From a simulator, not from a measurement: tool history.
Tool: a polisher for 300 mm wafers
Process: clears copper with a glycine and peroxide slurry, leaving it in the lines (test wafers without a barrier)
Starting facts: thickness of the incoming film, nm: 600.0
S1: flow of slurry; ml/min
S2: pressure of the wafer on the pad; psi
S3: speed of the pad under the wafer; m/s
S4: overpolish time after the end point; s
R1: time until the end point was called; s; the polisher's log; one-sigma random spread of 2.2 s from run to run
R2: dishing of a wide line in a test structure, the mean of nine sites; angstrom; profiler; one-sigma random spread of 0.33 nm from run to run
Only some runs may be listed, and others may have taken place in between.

run	hour	S1	S2	S3	S4	R1	R2
1	0	245	2.6	1.06	13	126.21	218.66
2	1.8	245	2.6	1.06	17	127.04	239.55
3	7.7	215	2.6	1.06	17	127.45	248.21
4	11.5	215	2.3	1.04	16	143.04	223.99
5	15.2	215	2.3	1.2	16	127.69	237.15
6	21.7	215	2.1	1.16	16	142.69	229.32
7	26.8	215	1.9	1.14	15	154.37	211.38
8	28.4	215	1.8	1.12	15	164.11	206.42

Run 9 comes next. What will it give?
9	34.2	215	1.7	1.12	15	?	?

Run 9 produced R1 174.58 s, R2 208.77 angstrom.

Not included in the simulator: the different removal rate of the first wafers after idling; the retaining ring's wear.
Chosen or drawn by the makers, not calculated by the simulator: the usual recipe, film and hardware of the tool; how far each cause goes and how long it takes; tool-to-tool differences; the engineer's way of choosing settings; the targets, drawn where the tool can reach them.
